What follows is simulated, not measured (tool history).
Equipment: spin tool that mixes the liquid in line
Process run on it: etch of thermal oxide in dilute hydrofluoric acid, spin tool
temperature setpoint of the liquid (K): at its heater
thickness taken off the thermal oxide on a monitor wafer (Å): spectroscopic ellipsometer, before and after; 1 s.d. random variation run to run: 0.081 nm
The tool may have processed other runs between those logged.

| run | hour | temperature setpoint of the liquid (K) | parts of water to one part of 49 % hydrofluoric acid (parts by volume) | time under the liquid (s) | thickness taken off the thermal oxide on a monitor wafer (Å) |
|---|---|---|---|---|---|
| 1 | 0.0 | 299.15 | 50 | 85 | 84.521 |
| 2 | 7.2 | 299.15 | 50 | 65 | 64.907 |
| 3 | 13.1 | 301.15 | 50 | 65 | 70.968 |
| 4 | 16.2 | 301.15 | 50 | 85 | 91.034 |
| 5 | 24.1 | 301.15 | 45 | 85 | 103.030 |
| 6 | 30.3 | 301.15 | 60 | 85 | 75.168 |
| 7 | 36.7 | 301.15 | 60 | 85 | 74.972 |

Forecast run 8:
| 8 | 37.7 | 302.65 | 60 | 85 | ? |

Run 8 measured thickness taken off the thermal oxide on a monitor wafer (Å) 80.100.
